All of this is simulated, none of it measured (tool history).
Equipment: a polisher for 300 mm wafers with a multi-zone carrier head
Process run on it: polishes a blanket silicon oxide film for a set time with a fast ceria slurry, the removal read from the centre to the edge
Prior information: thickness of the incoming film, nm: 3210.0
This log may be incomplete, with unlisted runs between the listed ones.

| run | day | flow of slurry (ml/min) | pressure of the head's centre zone | pressure of the head's middle zone | pressure of the head's edge zone | polishing time (s) | film removed at the wafer's centre (nm) | film removed at mid-radius (nm) | film removed at the wafer's edge (nm) |
|---|---|---|---|---|---|---|---|---|---|
| 1 | 0.000 | 175 | 1.00 | 1.00 | 1.00 | 32 | 315.88 | 323.81 | 318.49 |
| 2 | 0.362 | 190 | 1.04 | 1.05 | 1.01 | 34 | 353.63 | 364.10 | 342.03 |
| 3 | 0.521 | 190 | 1.00 | 1.05 | 1.01 | 34 | 342.34 | 365.14 | 343.86 |
| 4 | 0.721 | 205 | 1.05 | 1.08 | 1.01 | 36 | 385.38 | 394.02 | 371.91 |
| 5 | 0.942 | 205 | 1.07 | 1.11 | 0.98 | 37 | 405.64 | 412.31 | 376.07 |
| 6 | 1.225 | 210 | 1.08 | 1.13 | 0.95 | 38 | 418.09 | 439.60 | 378.53 |

Run 7, settings as shown, results not yet in. Your forecast:
| 7 | 1.288 | 215 | 1.10 | 1.15 | 0.95 | 39 | ? | ? | ? |

Run 7 produced film removed at the wafer's centre (nm) 433.07, film removed at mid-radius (nm) 455.31, film removed at the wafer's edge (nm) 388.26.
